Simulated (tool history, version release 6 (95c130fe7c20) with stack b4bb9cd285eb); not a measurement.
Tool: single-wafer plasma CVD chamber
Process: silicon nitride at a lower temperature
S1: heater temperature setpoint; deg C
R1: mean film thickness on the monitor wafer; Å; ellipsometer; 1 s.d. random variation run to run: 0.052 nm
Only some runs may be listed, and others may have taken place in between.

run 1 hour=0 | S1=330 chamber_pressure_(mTorr)=1680 RF_power_(kW)=0.265 deposition_time_(s)=15.2 | R1=169.05
run 2 hour=2.4 | S1=330 chamber_pressure_(mTorr)=1680 RF_power_(kW)=0.265 deposition_time_(s)=15.2 | R1=169.69
run 3 hour=3.3 | S1=330 chamber_pressure_(mTorr)=1470 RF_power_(kW)=0.265 deposition_time_(s)=15.2 | R1=163.07
run 4 hour=6.9 | S1=330 chamber_pressure_(mTorr)=1350 RF_power_(kW)=0.265 deposition_time_(s)=15.2 | R1=159.65
run 5 hour=7.8 | S1=330 chamber_pressure_(mTorr)=1350 RF_power_(kW)=0.265 deposition_time_(s)=15.2 | R1=159.4
run 6 hour=13 | S1=330 chamber_pressure_(mTorr)=1520 RF_power_(kW)=0.265 deposition_time_(s)=15.2 | R1=165.07
run 7 hour=13.6 | S1=330 chamber_pressure_(mTorr)=1370 RF_power_(kW)=0.245 deposition_time_(s)=15.2 | R1=151.88
run 8 hour=18 | S1=330 chamber_pressure_(mTorr)=1370 RF_power_(kW)=0.245 deposition_time_(s)=15.2 | R1=151.76

Predict the results of run 9:
run 9 hour=26.9 | S1=330 chamber_pressure_(mTorr)=1270 RF_power_(kW)=0.23 deposition_time_(s)=15.2 | R1=?

R1: 142.88 Å

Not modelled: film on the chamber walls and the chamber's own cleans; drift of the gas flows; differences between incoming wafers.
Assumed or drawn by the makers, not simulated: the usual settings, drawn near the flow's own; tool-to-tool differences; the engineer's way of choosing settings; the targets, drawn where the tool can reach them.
